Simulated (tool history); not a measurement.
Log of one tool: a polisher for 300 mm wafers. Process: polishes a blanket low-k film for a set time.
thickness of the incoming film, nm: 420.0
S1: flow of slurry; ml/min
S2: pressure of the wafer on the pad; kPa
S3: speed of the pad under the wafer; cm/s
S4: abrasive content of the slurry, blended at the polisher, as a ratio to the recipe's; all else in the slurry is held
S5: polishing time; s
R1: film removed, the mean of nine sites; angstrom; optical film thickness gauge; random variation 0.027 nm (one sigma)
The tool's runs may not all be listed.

{"run": 1, "hour": 0.0, "S1": 160, "S2": 10.3, "S3": 86, "S4": 1, "S5": 23, "R1": 61.206}
{"run": 2, "hour": 7.9, "S1": 160, "S2": 10.3, "S3": 86, "S4": 1.1, "S5": 23, "R1": 64.766}
{"run": 3, "hour": 9.7, "S1": 155, "S2": 9, "S3": 86, "S4": 1.1, "S5": 23, "R1": 56.021}
{"run": 4, "hour": 15.4, "S1": 150, "S2": 7.6, "S3": 86, "S4": 1.1, "S5": 23, "R1": 46.833}
{"run": 5, "hour": 22.0, "S1": 175, "S2": 7.6, "S3": 86, "S4": 1.1, "S5": 23, "R1": 48.684}
{"run": 6, "hour": 24.6, "S1": 165, "S2": 6.9, "S3": 86, "S4": 1.1, "S5": 23, "R1": 44.18}

Run 7 comes next. What will it give?
{"run": 7, "hour": 31.4, "S1": 155, "S2": 6.2, "S3": 86, "S4": 1.1, "S5": 23, "R1": "?"}

R1: 39.178 angstrom
